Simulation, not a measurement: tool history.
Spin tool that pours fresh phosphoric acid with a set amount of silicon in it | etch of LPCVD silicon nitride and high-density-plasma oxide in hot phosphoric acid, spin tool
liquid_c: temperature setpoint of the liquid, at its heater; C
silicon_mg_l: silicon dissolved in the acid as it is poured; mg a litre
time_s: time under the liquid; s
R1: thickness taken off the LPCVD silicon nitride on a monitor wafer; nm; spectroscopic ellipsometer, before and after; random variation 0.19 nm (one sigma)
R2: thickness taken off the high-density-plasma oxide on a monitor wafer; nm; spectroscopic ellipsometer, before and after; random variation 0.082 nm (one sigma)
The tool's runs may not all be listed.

run 1 day=0.000 | liquid_c=162.0 silicon_mg_l=28.0 time_s=180 | R1=16.772 R2=0.25722
run 2 day=0.338 | liquid_c=162.0 silicon_mg_l=28.0 time_s=150 | R1=14.088 R2=0.19917
run 3 day=0.583 | liquid_c=162.0 silicon_mg_l=28.0 time_s=110 | R1=10.214 R2=0.17789
run 4 day=0.850 | liquid_c=162.5 silicon_mg_l=25.5 time_s=130 | R1=12.463 R2=0.14004
-- day=1.196 thermometer replaced
run 5 day=1.196 | liquid_c=162.5 silicon_mg_l=25.5 time_s=190 | R1=19.482 R2=0.30834
run 6 day=1.350 | liquid_c=163.0 silicon_mg_l=21.0 time_s=190 | R1=19.771 R2=0.38699
run 7 day=1.492 | liquid_c=163.5 silicon_mg_l=19.0 time_s=190 | R1=20.088 R2=0.43233

Forecast run 8:
run 8 day=1.725 | liquid_c=164.0 silicon_mg_l=18.5 time_s=195 | R1=? R2=?

R1: 20.641 nm
R2: 0.35183 nm
